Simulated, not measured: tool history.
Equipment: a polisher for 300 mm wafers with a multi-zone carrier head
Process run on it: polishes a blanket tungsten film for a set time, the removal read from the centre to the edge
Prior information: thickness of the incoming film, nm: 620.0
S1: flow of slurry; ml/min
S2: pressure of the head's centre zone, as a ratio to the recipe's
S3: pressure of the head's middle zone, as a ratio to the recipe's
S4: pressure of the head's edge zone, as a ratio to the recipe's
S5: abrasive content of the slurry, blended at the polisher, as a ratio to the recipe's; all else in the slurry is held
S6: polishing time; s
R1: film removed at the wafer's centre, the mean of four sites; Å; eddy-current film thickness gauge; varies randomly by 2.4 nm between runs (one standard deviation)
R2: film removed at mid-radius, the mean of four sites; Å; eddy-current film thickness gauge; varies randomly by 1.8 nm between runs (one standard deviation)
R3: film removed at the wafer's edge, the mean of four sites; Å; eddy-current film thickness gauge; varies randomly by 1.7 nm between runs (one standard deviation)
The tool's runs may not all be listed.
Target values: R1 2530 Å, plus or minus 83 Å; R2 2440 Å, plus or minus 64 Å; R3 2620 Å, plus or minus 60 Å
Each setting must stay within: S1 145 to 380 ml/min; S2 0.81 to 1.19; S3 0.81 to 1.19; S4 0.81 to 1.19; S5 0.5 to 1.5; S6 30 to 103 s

run  hour   S1    S2    S3    S4    S5  S6      R1      R2      R3
  1     0  245     1     1     1     1  66  2285.5  2369.4  2266.5
  2   5.5  245     1  0.93     1     1  66  2262.7  2210.3  2273.3
  3  13.8  245  0.94  0.93     1     1  66  2163.3  2236.4  2260.1
  4  22.5  195  0.94  0.93     1     1  66  2062.4    2170  2218.7
  5  24.1  195  0.94  0.98     1     1  66  2071.4  2273.4  2234.7
  6  25.2  195  0.94  0.98     1   1.1  66  2173.1  2347.8  2301.7
  7  26.2  210  0.95  0.98  1.03   1.1  66  2209.8  2308.3  2363.5
  8  32.2  280  1.03  1.04  1.11  1.25  66  2516.7  2614.5  2613.7
  9  40.7  275  1.03  1.03  1.11  1.25  66  2526.8    2603  2595.5
 10  49.3  270  1.03  1.02  1.12  1.25  66  2554.1  2559.7    2605
 11  52.6  265  1.03  1.01  1.12  1.25  66  2517.7  2552.9  2596.5
 12  60.6  265  1.03     1  1.13  1.25  66  2494.8  2539.1  2563.2
 13  69.1  270  1.03  0.98  1.14   1.3  66  2610.7    2531  2641.7

Which of these 4 next moves meets every target?
  A  77.6  270  1.05  0.97  1.15   1.4  69   ?   ?   ?
  B  77.6  205  1.03  0.95  1.09  1.35  72   ?   ?   ?
  C  77.6  245  1.02  0.94  1.11  1.35  66   ?   ?   ?
  D  77.6  265  1.06  0.96  1.08   1.5  68   ?   ?   ?

move      R1      R2      R3
   A  2793.4  2647.8  2851.7
   B  2733.7  2606.3  2801.2
   C  2540.1  2418.4  2633.1
   D  2825.4  2630.5  2769.4
A: further off than the last run
B: further off than the last run
C: all results in spec
D: further off than the last run
Answer: C

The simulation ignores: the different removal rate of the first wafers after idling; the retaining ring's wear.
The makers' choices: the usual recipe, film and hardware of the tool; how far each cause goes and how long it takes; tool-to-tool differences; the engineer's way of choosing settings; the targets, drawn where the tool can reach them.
